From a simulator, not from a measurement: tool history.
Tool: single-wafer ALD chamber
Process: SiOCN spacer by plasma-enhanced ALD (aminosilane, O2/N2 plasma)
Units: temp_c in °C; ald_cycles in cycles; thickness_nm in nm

{"run": 1, "hour": 0.0, "temp_c": 375, "ald_cycles": 58, "thickness_nm": 3.4317}
{"run": 2, "hour": 1.5, "temp_c": 375, "ald_cycles": 54, "thickness_nm": 3.2353}
{"run": 3, "hour": 8.0, "temp_c": 367, "ald_cycles": 54, "thickness_nm": 3.1956}
{"run": 4, "hour": 13.5, "temp_c": 361, "ald_cycles": 54, "thickness_nm": 3.21}
{"run": 5, "hour": 19.0, "temp_c": 361, "ald_cycles": 51, "thickness_nm": 3.0625}
{"run": 6, "hour": 23.3, "temp_c": 361, "ald_cycles": 59, "thickness_nm": 3.5281}
{"run": 7, "hour": 29.7, "temp_c": 361, "ald_cycles": 54, "thickness_nm": 3.162}

Run 8 comes next. What will it give?
{"run": 8, "hour": 37.8, "temp_c": 361, "ald_cycles": 51, "thickness_nm": "?"}

{"run 8": {"thickness_nm": 3.0318}}
